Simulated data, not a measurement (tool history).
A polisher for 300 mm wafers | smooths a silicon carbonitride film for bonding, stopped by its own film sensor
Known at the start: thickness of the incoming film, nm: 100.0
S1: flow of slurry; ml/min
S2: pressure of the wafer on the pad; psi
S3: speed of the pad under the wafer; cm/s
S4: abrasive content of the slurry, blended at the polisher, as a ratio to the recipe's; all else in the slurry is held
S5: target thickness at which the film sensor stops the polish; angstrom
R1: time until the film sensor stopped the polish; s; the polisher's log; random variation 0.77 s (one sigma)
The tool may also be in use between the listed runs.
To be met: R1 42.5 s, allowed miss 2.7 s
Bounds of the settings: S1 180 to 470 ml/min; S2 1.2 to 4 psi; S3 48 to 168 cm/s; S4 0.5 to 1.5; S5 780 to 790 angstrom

run    day   S1   S2   S3    S4   S5      R1
  1      0  300  2.6  108     1  790  65.678
  2  0.371  300  2.8  110     1  790  59.604
  3  0.567  300  2.9  110     1  790  59.854
  4  0.638  300    3  112     1  790  57.442
  5  0.958  300  3.1  114     1  790   53.37
  6  1.108  300  3.1  114  0.85  790   56.05
  7  1.167  300  3.2  116  0.85  790  54.979
  8  1.483  300  3.3  118  0.85  790  53.857
  9  1.558  300  3.4  120  0.85  790  49.477
 10  1.708  300  3.5  120  0.85  790  49.594

5 next moves are on the table. One of them brings every result within its allowed miss. Which?
  A  1.858  355  3.5  118  0.65  790   ?
  B  1.858  260  3.3  144  0.95  790   ?
  C  1.858  330  3.6  112   0.8  780   ?
  D  1.858  325  3.1  104   0.9  790   ?
  E  1.858  265  3.1  118  0.85  780   ?

move      R1
   A   55.82
   B  43.245
   C  53.779
   D  59.724
   E  59.288
A: further off than the last run
B: meets every target
C: further off than the last run
D: further off than the last run
E: further off than the last run
The right move is B.

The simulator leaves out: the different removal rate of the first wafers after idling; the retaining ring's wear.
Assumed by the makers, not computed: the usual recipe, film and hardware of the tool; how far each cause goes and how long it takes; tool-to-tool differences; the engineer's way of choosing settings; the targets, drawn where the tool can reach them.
